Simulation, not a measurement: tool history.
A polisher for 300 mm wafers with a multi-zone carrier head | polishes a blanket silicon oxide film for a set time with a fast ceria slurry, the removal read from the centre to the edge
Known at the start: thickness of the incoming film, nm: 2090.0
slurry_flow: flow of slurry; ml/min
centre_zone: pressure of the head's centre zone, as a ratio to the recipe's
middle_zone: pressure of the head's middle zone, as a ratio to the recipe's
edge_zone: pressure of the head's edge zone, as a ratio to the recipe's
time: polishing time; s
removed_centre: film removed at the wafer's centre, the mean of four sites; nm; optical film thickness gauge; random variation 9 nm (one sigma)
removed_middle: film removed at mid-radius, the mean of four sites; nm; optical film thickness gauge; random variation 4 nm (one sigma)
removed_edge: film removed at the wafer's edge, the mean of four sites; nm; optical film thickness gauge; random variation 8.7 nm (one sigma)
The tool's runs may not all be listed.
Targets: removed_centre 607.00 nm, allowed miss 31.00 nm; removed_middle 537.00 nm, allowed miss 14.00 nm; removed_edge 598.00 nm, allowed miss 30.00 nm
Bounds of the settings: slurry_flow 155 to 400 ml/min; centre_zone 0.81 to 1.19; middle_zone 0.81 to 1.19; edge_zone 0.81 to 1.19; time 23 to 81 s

run,hour,slurry_flow,centre_zone,middle_zone,edge_zone,time,removed_centre,removed_middle,removed_edge
1,0.0,255,1.00,1.00,1.00,52,597.32,613.07,607.23
2,5.3,255,1.00,1.00,1.00,58,669.38,689.11,686.53
3,6.5,250,1.00,0.95,0.98,57,662.64,656.63,653.01
4,10.9,245,1.00,0.91,1.00,55,638.36,601.76,657.74
5,13.9,240,1.00,0.89,0.98,54,623.43,573.43,623.23
6,15.8,230,1.00,0.88,0.97,54,619.08,574.60,620.93
7,21.9,225,1.00,0.86,0.96,54,619.73,563.45,612.93
8,28.6,220,1.00,0.85,0.96,54,623.60,564.21,619.92
9,29.3,215,0.99,0.81,0.92,53,592.38,519.61,580.95

Which of these 4 next moves meets every target?
A,30.0,200,0.94,0.81,0.98,51,?,?,?
B,30.0,155,1.01,0.97,0.86,48,?,?,?
C,30.0,225,0.98,0.81,0.88,54,?,?,?
D,30.0,185,0.92,0.81,0.93,53,?,?,?

move,removed_centre,removed_middle,removed_edge
A,532.10,507.43,581.37
B,527.19,543.39,506.43
C,593.45,542.08,589.40
D,537.49,524.26,586.77
A: further off than the last run
B: brings the result that was furthest off to its target, and leaves another outside
C: meets every target
D: brings the result that was furthest off to its target, and leaves another outside
Move C is the one to make.
